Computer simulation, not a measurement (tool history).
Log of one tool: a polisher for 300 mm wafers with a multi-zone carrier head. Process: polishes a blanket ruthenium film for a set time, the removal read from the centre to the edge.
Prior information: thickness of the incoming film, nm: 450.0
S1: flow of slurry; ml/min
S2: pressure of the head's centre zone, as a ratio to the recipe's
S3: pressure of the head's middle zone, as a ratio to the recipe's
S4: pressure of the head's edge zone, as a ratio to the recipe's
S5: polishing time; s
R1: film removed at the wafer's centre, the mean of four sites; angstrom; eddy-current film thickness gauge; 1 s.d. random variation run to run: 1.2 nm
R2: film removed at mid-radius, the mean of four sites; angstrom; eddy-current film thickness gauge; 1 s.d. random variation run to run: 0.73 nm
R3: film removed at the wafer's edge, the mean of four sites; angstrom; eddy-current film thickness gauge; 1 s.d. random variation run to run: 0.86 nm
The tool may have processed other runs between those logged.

run 1 hour=0.0 | S1=285 S2=1.00 S3=1.00 S4=1.00 S5=65 | R1=1449.9 R2=1383.90 R3=1340.0
run 2 hour=6.3 | S1=280 S2=0.98 S3=0.97 S4=0.99 S5=60 | R1=1276.9 R2=1249.20 R3=1243.6
run 3 hour=13.4 | S1=275 S2=0.98 S3=0.95 S4=0.98 S5=56 | R1=1184.3 R2=1152.40 R3=1141.6
run 4 hour=21.7 | S1=270 S2=0.98 S3=0.93 S4=0.98 S5=53 | R1=1154.0 R2=1060.60 R3=1083.4
run 5 hour=27.3 | S1=270 S2=0.98 S3=0.93 S4=0.94 S5=53 | R1=1139.4 R2=1053.00 R3=1070.8
run 6 hour=33.5 | S1=245 S2=0.98 S3=0.93 S4=0.94 S5=53 | R1=1128.9 R2=1070.90 R3=1050.0
run 7 hour=35.3 | S1=250 S2=0.97 S3=0.91 S4=0.94 S5=51 | R1=1062.4 R2=996.26 R3=1003.6

Expected results for the next run?
run 8 hour=43.2 | S1=250 S2=0.97 S3=0.91 S4=0.94 S5=51 | R1=? R2=? R3=?

{"run 8": {"R1": 1058.5, "R2": 1007.8, "R3": 1023.4}}
